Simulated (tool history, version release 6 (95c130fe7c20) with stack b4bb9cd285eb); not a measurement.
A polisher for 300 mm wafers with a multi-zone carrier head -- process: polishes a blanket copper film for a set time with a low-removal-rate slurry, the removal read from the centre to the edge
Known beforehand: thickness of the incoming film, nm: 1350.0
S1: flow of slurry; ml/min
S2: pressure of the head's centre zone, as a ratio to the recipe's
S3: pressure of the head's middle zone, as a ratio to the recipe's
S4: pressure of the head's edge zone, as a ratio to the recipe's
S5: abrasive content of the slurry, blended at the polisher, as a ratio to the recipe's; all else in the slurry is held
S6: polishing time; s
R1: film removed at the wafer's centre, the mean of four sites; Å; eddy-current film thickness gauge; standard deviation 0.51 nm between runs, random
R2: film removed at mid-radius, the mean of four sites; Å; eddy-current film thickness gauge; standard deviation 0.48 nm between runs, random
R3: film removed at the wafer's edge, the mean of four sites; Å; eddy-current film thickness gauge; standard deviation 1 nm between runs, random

{"run": 1, "hour": 0.0, "S1": 275, "S2": 1, "S3": 1, "S4": 1, "S5": 1, "S6": 61, "R1": 1112.3, "R2": 1110.6, "R3": 1133}
{"run": 2, "hour": 6.1, "S1": 270, "S2": 0.99, "S3": 0.96, "S4": 0.97, "S5": 0.85, "S6": 57, "R1": 985.14, "R2": 974.16, "R3": 980.62}
{"run": 3, "hour": 14.3, "S1": 270, "S2": 0.92, "S3": 0.96, "S4": 0.97, "S5": 0.85, "S6": 57, "R1": 937.31, "R2": 967.4, "R3": 976.4}
{"run": 4, "hour": 19.3, "S1": 260, "S2": 0.93, "S3": 0.92, "S4": 0.97, "S5": 0.75, "S6": 54, "R1": 863.24, "R2": 858.86, "R3": 883.01}
{"run": 5, "hour": 24.2, "S1": 250, "S2": 0.93, "S3": 0.89, "S4": 0.98, "S5": 0.7, "S6": 52, "R1": 830.96, "R2": 802.95, "R3": 884.16}
{"run": 6, "hour": 30.8, "S1": 285, "S2": 0.93, "S3": 0.89, "S4": 0.98, "S5": 0.7, "S6": 52, "R1": 849.84, "R2": 810.57, "R3": 874.79}

Run 7 has not been measured yet. What should we expect?
{"run": 7, "hour": 39.4, "S1": 285, "S2": 0.93, "S3": 0.87, "S4": 0.97, "S5": 0.65, "S6": 50, "R1": "?", "R2": "?", "R3": "?"}

{"run 7": {"R1": 789.96, "R2": 755.59, "R3": 836.01}}
